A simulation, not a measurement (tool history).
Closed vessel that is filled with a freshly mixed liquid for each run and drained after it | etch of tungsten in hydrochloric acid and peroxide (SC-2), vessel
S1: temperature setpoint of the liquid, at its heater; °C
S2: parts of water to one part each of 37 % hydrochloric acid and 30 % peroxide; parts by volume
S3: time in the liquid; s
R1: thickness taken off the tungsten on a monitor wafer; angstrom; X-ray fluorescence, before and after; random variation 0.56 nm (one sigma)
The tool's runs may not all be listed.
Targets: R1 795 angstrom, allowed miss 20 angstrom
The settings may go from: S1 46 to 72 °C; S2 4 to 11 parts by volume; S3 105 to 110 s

run    day    S1  S2   S3      R1
  1      0    62   6  105  1425.3
  2  0.025  60.5   6  105  1310.1
  3  0.375  60.5   8  105  1024.7
  4  0.562  60.5   8  110    1098
  5  0.929  60.5   8  105  1036.4
  6  1.133  60.5   8  110    1095
  7  1.292  59.5   8  110  1027.7
  8  1.646    59   8  110  996.17
  9  1.888  58.5   8  110  959.36
 10  1.946    58   8  110  934.03
 11  2.262  57.5   8  110  902.68
 12  2.371    55   8  110   770.6

Which of these 4 next moves meets every target?
  A  2.479  54.5    8  110   ?
  B  2.479    55  8.5  110   ?
  C  2.479    51  5.5  105   ?
  D  2.479    57    9  110   ?

move      R1
   A  749.02
   B  736.83
   C  757.85
   D  799.81
A: further off than the last run
B: further off than the last run
C: further off than the last run
D: meets every target
The right move is D.

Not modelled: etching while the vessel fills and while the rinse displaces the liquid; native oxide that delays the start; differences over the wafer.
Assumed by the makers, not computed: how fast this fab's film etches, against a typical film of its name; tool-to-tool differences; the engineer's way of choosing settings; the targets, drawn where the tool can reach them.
